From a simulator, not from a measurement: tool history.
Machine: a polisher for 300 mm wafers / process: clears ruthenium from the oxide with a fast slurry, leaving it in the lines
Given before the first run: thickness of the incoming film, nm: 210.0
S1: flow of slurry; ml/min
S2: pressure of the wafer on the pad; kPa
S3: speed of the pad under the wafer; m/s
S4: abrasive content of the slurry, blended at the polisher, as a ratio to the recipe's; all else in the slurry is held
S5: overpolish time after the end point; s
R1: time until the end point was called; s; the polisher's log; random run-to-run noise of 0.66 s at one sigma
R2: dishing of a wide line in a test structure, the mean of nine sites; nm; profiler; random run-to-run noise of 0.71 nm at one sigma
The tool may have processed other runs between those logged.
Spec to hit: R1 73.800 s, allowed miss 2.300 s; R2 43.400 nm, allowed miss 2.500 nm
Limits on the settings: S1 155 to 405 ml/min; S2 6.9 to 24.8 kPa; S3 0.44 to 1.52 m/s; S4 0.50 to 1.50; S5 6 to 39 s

run	day	S1	S2	S3	S4	S5	R1	R2
1	0.000	260	15.9	0.98	1.00	20	63.255	52.053
2	0.212	260	15.9	0.98	1.00	12	63.561	33.098
3	0.571	260	17.2	0.98	1.00	12	57.639	36.282
4	0.842	260	17.2	0.88	1.00	12	63.230	32.848
5	0.896	260	17.2	0.88	1.00	13	64.601	34.089
6	1.000	260	17.2	0.88	1.00	14	64.796	36.912
7	1.142	260	17.2	0.88	1.00	15	64.091	39.197
8	1.446	255	15.9	0.88	1.00	17	70.448	39.518

Which of these 4 next moves meets every target?
A	1.750	265	14.5	0.84	1.00	18	?	?
B	1.750	225	18.6	0.82	0.95	16	?	?
C	1.750	265	13.1	1.04	0.70	17	?	?
D	1.750	155	15.2	0.94	1.00	19	?	?

move	R1	R2
A	79.782	38.072
B	66.304	40.417
C	80.256	35.981
D	74.566	42.403
A: further off than the last run
B: further off than the last run
C: further off than the last run
D: every result within its allowed miss
Answer: D

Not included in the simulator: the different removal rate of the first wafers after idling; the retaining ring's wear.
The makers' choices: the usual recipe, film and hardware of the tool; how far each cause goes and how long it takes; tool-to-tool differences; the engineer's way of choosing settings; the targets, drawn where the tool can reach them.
